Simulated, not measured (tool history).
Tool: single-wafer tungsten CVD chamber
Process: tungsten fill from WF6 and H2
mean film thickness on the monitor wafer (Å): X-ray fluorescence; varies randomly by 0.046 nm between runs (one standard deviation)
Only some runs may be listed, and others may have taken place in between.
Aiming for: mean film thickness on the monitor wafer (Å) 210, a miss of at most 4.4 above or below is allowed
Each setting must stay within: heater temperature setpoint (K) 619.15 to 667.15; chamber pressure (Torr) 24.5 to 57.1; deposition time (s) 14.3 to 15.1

run,day,heater temperature setpoint (K),chamber pressure (Torr),deposition time (s),mean film thickness on the monitor wafer (Å)
1,0,643.15,40.8,15.1,279.4
2,0.125,643.15,45.7,15.1,288.71
3,0.271,641.15,45.6,15.1,278.54
4,0.412,649.15,45.6,15.1,324.34
# day 0.6: thermocouple changed; heater temperature recalibrated
5,0.6,649.15,42.2,15.1,346.75
6,0.879,646.15,42.3,15.1,328.53
7,1.204,643.15,42.4,15.1,309.47
8,1.321,640.15,42.6,15.1,293.84
9,1.4,628.15,41.9,15.1,232.03
10,1.662,627.15,41.9,15.1,227.52
11,1.821,626.15,41.9,15.1,223.68

Consider the 5 candidate settings below. Which is the only one whose results all fall within their allowed miss of target?
A,1.979,620.15,54.6,14.8,?
B,1.979,631.15,44.6,14.3,?
C,1.979,628.15,47.9,15.1,?
D,1.979,629.15,42.2,14.3,?
E,1.979,628.15,41.7,15.1,?

move,mean film thickness on the monitor wafer (Å)
A,212.27
B,238.44
C,243.03
D,225.36
E,232.55
A: each result inside its tolerance
B: lands further from the targets than the last run did
C: lands further from the targets than the last run did
D: lands further from the targets than the last run did
E: lands further from the targets than the last run did
The right move is A.
